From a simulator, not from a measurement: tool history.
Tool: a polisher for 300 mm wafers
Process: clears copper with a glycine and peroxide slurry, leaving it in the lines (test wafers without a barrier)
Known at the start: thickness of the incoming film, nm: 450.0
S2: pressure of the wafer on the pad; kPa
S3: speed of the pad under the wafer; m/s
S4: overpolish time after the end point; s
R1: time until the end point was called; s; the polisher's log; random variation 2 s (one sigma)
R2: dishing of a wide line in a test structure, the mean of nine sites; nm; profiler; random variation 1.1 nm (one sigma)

run 1 hour=0.0 | flow_of_slurry_(ml/min)=145 S2=22.1 S3=0.92 S4=28 | R1=80.879 R2=81.288
run 2 hour=5.3 | flow_of_slurry_(ml/min)=145 S2=21.4 S3=0.92 S4=29 | R1=86.593 R2=82.351
run 3 hour=9.8 | flow_of_slurry_(ml/min)=145 S2=24.1 S3=0.92 S4=29 | R1=75.843 R2=91.019
run 4 hour=10.6 | flow_of_slurry_(ml/min)=145 S2=23.4 S3=0.92 S4=30 | R1=78.728 R2=88.879
run 5 hour=14.4 | flow_of_slurry_(ml/min)=145 S2=23.4 S3=0.92 S4=34 | R1=80.401 R2=95.390
run 6 hour=17.6 | flow_of_slurry_(ml/min)=145 S2=22.8 S3=0.92 S4=35 | R1=79.832 R2=96.977
run 7 hour=20.9 | flow_of_slurry_(ml/min)=145 S2=22.1 S3=0.92 S4=36 | R1=82.239 R2=98.605
run 8 hour=23.1 | flow_of_slurry_(ml/min)=145 S2=21.4 S3=0.92 S4=36 | R1=84.347 R2=94.771
run 9 hour=30.5 | flow_of_slurry_(ml/min)=145 S2=20.7 S3=0.92 S4=37 | R1=90.799 R2=95.459
run 10 hour=37.9 | flow_of_slurry_(ml/min)=145 S2=20.0 S3=0.92 S4=37 | R1=89.276 R2=92.032
run 11 hour=43.3 | flow_of_slurry_(ml/min)=145 S2=19.3 S3=0.92 S4=38 | R1=94.405 R2=93.791
run 12 hour=48.1 | flow_of_slurry_(ml/min)=145 S2=18.6 S3=0.92 S4=38 | R1=95.298 R2=90.287
run 13 hour=57.0 | flow_of_slurry_(ml/min)=145 S2=17.9 S3=0.92 S4=38 | R1=99.982 R2=89.596

Run 14 comes next. What will it give?
run 14 hour=65.6 | flow_of_slurry_(ml/min)=135 S2=14.5 S3=0.90 S4=40 | R1=? R2=?

R1: 119.440 s
R2: 78.587 nm
